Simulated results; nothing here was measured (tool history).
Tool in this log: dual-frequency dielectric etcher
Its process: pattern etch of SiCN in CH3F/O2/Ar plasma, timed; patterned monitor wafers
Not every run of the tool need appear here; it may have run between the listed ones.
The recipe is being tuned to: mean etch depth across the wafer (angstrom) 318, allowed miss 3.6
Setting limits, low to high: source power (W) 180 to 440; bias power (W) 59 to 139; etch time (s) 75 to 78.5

run	hour	source power (W)	bias power (W)	etch time (s)	mean etch depth across the wafer (angstrom)
1	0	310	99	75	270.34
2	8.5	350	100	75	284.94
3	14.4	380	101	75	295.66
4	23	380	108	75	300.33
5	25.2	340	108	75	287.85
6	33.9	370	109	75	298.27
7	36.9	390	109	75	305.94
8	42	400	109	75	308.48
9	45.3	410	109	75	311

Exactly one of the 5 candidate moves below puts every result within its allowed miss. Which one?
A	48.6	390	107	78.5	?
B	48.6	390	103	76.5	?
C	48.6	390	93	77.5	?
D	48.6	410	99	76.5	?
E	48.6	400	107	75	?

move	mean etch depth across the wafer (angstrom)
A	318.94
B	307.5
C	302.94
D	310.49
E	307.91
A: meets every target
B: misses by more than the last run did
C: misses by more than the last run did
D: misses by more than the last run did
E: misses by more than the last run did
Answer: A

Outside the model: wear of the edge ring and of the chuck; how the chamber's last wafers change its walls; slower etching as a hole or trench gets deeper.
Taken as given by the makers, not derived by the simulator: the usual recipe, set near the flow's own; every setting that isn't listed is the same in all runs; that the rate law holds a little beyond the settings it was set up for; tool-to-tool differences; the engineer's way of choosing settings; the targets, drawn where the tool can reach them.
